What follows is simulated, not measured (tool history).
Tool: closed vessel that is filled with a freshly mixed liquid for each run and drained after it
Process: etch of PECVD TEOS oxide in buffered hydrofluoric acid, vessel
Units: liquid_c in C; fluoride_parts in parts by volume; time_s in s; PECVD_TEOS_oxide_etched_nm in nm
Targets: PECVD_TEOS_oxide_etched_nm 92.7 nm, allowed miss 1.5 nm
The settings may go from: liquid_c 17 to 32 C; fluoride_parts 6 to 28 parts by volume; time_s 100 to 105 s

run,hour,liquid_c,fluoride_parts,time_s,PECVD_TEOS_oxide_etched_nm
1,0,25,17,100,73.467
2,7.8,25,14.5,100,85.089
3,8.8,28.5,14.5,100,102.91
4,15.5,28,14.5,100,100.43
5,16.5,28,12.5,100,116.72
6,25.2,28,8.5,100,163.69
7,28.7,25.5,8.5,100,142.06
8,35.1,23.5,8.5,100,129.29
9,42.7,22,8.5,100,118.47
10,45.2,21,8.5,100,112.07
11,48.3,17,8.5,100,89.459

4 next moves are on the table. One of them brings every result within its allowed miss. Which?
A,51.4,17.5,8.5,100,?
B,51.4,17,9,100,?
C,51.4,17.5,9,100,?
D,51.4,18,9,100,?

move,PECVD_TEOS_oxide_etched_nm
A,91.326
B,83.413
C,85.825
D,88.298
A: meets every target
B: further off than the last run
C: further off than the last run
D: further off than the last run
Answer: A

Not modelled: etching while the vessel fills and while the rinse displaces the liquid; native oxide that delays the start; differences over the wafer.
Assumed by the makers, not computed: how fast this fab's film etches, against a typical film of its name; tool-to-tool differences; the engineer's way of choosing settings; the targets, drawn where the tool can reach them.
